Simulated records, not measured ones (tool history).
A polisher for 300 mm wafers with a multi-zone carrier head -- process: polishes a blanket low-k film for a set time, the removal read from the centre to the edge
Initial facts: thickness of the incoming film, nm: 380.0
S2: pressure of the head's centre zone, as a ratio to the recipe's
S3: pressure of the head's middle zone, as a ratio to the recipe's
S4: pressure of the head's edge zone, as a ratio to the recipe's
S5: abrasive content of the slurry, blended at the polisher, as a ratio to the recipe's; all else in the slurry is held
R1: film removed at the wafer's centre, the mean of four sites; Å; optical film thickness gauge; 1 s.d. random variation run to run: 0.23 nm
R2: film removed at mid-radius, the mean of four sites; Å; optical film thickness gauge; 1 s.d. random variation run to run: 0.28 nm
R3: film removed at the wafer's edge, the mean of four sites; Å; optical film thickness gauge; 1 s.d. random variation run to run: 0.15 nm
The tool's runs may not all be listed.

run 1 day=0.000 | flow_of_slurry_(ml/min)=130 S2=1.00 S3=1.00 S4=1.00 S5=1.00 polishing_time_(s)=62 | R1=373.68 R2=378.42 R3=358.12
run 2 day=0.067 | flow_of_slurry_(ml/min)=120 S2=0.95 S3=0.99 S4=0.96 S5=0.85 polishing_time_(s)=55 | R1=279.38 R2=286.46 R3=280.70
run 3 day=0.121 | flow_of_slurry_(ml/min)=140 S2=0.95 S3=0.99 S4=0.96 S5=0.85 polishing_time_(s)=55 | R1=284.45 R2=295.88 R3=284.90
run 4 day=0.396 | flow_of_slurry_(ml/min)=140 S2=0.95 S3=0.99 S4=0.90 S5=0.85 polishing_time_(s)=55 | R1=283.28 R2=297.38 R3=280.23
run 5 day=0.442 | flow_of_slurry_(ml/min)=140 S2=0.98 S3=0.99 S4=0.90 S5=0.85 polishing_time_(s)=55 | R1=297.48 R2=297.02 R3=282.91
run 6 day=0.642 | flow_of_slurry_(ml/min)=135 S2=0.93 S3=1.01 S4=0.88 S5=0.75 polishing_time_(s)=52 | R1=241.03 R2=261.90 R3=236.79
run 7 day=1.000 | flow_of_slurry_(ml/min)=120 S2=0.89 S3=1.00 S4=0.86 S5=0.70 polishing_time_(s)=52 | R1=210.94 R2=230.58 R3=218.02
run 8 day=1.054 | flow_of_slurry_(ml/min)=110 S2=0.87 S3=1.01 S4=0.84 S5=0.70 polishing_time_(s)=52 | R1=205.29 R2=233.19 R3=213.54
run 9 day=1.183 | flow_of_slurry_(ml/min)=105 S2=0.85 S3=1.01 S4=0.83 S5=0.65 polishing_time_(s)=52 | R1=184.20 R2=216.81 R3=200.33
run 10 day=1.375 | flow_of_slurry_(ml/min)=100 S2=0.85 S3=1.01 S4=0.82 S5=0.65 polishing_time_(s)=52 | R1=185.86 R2=218.15 R3=197.01
run 11 day=1.738 | flow_of_slurry_(ml/min)=95 S2=0.84 S3=1.00 S4=0.82 S5=0.65 polishing_time_(s)=52 | R1=180.62 R2=211.15 R3=196.52

What does the tool deliver on the next run?
run 12 day=1.975 | flow_of_slurry_(ml/min)=90 S2=0.84 S3=1.00 S4=0.82 S5=0.65 polishing_time_(s)=52 | R1=? R2=? R3=?

R1: 177.94 Å
R2: 213.12 Å
R3: 194.49 Å
